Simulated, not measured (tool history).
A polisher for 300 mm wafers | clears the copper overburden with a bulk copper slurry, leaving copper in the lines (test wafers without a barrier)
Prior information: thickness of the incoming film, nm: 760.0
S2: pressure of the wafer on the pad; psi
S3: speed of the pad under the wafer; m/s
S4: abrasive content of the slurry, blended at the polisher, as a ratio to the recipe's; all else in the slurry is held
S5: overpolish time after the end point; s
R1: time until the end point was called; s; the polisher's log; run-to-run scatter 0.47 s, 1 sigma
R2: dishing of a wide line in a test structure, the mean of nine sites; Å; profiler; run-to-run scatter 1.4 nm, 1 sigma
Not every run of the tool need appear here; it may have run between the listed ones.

{"run": 1, "day": 0.0, "flow of slurry (ml/min)": 170, "S2": 3.0, "S3": 1.4, "S4": 1.0, "S5": 16, "R1": 69.215, "R2": 982.84}
{"run": 2, "day": 0.229, "flow of slurry (ml/min)": 170, "S2": 3.3, "S3": 1.4, "S4": 1.0, "S5": 16, "R1": 62.676, "R2": 1015.5}
{"run": 3, "day": 0.317, "flow of slurry (ml/min)": 170, "S2": 3.0, "S3": 1.4, "S4": 1.0, "S5": 16, "R1": 68.008, "R2": 972.49}
{"run": 4, "day": 0.458, "flow of slurry (ml/min)": 140, "S2": 3.0, "S3": 1.4, "S4": 1.0, "S5": 16, "R1": 70.745, "R2": 966.15}
{"run": 5, "day": 0.817, "flow of slurry (ml/min)": 150, "S2": 3.3, "S3": 1.4, "S4": 1.0, "S5": 15, "R1": 64.366, "R2": 991.2}
{"run": 6, "day": 1.088, "flow of slurry (ml/min)": 150, "S2": 3.6, "S3": 1.4, "S4": 1.0, "S5": 15, "R1": 60.147, "R2": 1007.3}

For run 7, what comes out?
{"run": 7, "day": 1.421, "flow of slurry (ml/min)": 165, "S2": 3.8, "S3": 1.4, "S4": 1.0, "S5": 15, "R1": "?", "R2": "?"}

Run 7 measured R1 56.002 s, R2 1060.80 Å.
